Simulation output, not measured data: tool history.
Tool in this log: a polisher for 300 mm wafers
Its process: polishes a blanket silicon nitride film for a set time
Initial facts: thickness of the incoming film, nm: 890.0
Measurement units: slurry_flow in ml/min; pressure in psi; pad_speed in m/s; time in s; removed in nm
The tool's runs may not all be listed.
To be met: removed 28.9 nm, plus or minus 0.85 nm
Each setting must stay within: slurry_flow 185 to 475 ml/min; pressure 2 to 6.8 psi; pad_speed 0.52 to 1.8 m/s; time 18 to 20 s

| run | day | slurry_flow | pressure | pad_speed | time | removed |
|---|---|---|---|---|---|---|
| 1 | 0 | 305 | 4.4 | 1.16 | 20 | 58.669 |
| 2 | 0.175 | 305 | 4.4 | 1.16 | 20 | 58.577 |
| 3 | 0.229 | 305 | 4.4 | 1.4 | 20 | 67.323 |
| 4 | 0.429 | 305 | 3.8 | 1.28 | 20 | 54.619 |
| 5 | 0.542 | 305 | 3.4 | 1.2 | 20 | 47.319 |
| 6 | 0.788 | 305 | 3.1 | 1.14 | 20 | 41.357 |
| 7 | 1.012 | 305 | 2.8 | 1.12 | 20 | 36.993 |
| 8 | 1.371 | 300 | 2 | 1.08 | 20 | 26.049 |
| 9 | 1.446 | 315 | 2 | 1.08 | 20 | 25.979 |
| 10 | 1.592 | 315 | 2.5 | 1.08 | 20 | 32.177 |
| 11 | 1.796 | 300 | 2.5 | 1.08 | 20 | 31.605 |
| 12 | 2.154 | 255 | 2.1 | 1.08 | 20 | 26.459 |
| 13 | 2.483 | 270 | 2.1 | 1.08 | 20 | 26.665 |
| 14 | 2.854 | 285 | 2.1 | 1.08 | 20 | 26.981 |
| 15 | 3.175 | 295 | 2.1 | 1.08 | 20 | 26.811 |
| 16 | 3.238 | 305 | 2.1 | 1.08 | 20 | 27.336 |
| 17 | 3.267 | 305 | 2.1 | 1.08 | 20 | 26.779 |

Next run, 5 choices. One meets every target within its allowed miss, the rest don't. Which?
| A | 3.296 | 310 | 2.4 | 1.12 | 18 | ? |
| B | 3.296 | 265 | 2.9 | 0.72 | 20 | ? |
| C | 3.296 | 380 | 2.4 | 1.2 | 18 | ? |
| D | 3.296 | 355 | 2.3 | 1.08 | 18 | ? |
| E | 3.296 | 335 | 2.6 | 0.98 | 20 | ? |

| move | removed |
|---|---|
| A | 28.362 |
| B | 26.127 |
| C | 30.438 |
| D | 26.744 |
| E | 30.744 |
A: every result lands within tolerance
B: lands further from the targets than the last run did
C: pushes the last run's worst result past its target
D: just as far off the targets as the last run
E: pushes the last run's worst result past its target
The move that meets every target is A.
